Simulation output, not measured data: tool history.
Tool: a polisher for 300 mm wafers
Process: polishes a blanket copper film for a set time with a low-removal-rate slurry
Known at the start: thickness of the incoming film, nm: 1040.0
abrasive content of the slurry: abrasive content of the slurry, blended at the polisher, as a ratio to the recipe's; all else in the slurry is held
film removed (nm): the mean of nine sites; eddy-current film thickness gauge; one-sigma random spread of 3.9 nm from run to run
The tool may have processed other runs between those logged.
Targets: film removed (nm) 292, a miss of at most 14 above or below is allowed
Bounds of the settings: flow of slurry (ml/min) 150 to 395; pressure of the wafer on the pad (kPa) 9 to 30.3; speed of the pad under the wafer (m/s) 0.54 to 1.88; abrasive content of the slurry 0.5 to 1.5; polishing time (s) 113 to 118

run	hour	flow of slurry (ml/min)	pressure of the wafer on the pad (kPa)	speed of the pad under the wafer (m/s)	abrasive content of the slurry	polishing time (s)	film removed (nm)
1	0	250	19.3	1.2	1	113	400.18
2	5.1	250	17.2	1.2	1	113	377.78
3	8.1	250	15.2	1.2	1	113	341.93
4	14.3	250	15.2	1.38	1	113	391.52
5	23.1	250	15.2	1.38	1	118	411.1
6	25.3	250	13.1	1.34	1	118	366.31
7	31.6	250	11.7	1.32	1	118	329.73
8	38.3	250	11	1.32	1	118	327.81
9	40.2	250	10.3	1.3	1	118	307.43

Exactly one of the 4 candidate moves below puts every result within its allowed miss. Which one?
A	42.1	260	13.8	1.2	0.9	117	?
B	42.1	245	10.3	1.26	1.25	113	?
C	42.1	230	12.4	1.38	1	113	?
D	42.1	240	9.7	1.4	0.95	118	?

move	film removed (nm)
A	329.82
B	300.04
C	345.15
D	318.36
A: further off than the last run
B: all results in spec
C: further off than the last run
D: further off than the last run
The right move is B.

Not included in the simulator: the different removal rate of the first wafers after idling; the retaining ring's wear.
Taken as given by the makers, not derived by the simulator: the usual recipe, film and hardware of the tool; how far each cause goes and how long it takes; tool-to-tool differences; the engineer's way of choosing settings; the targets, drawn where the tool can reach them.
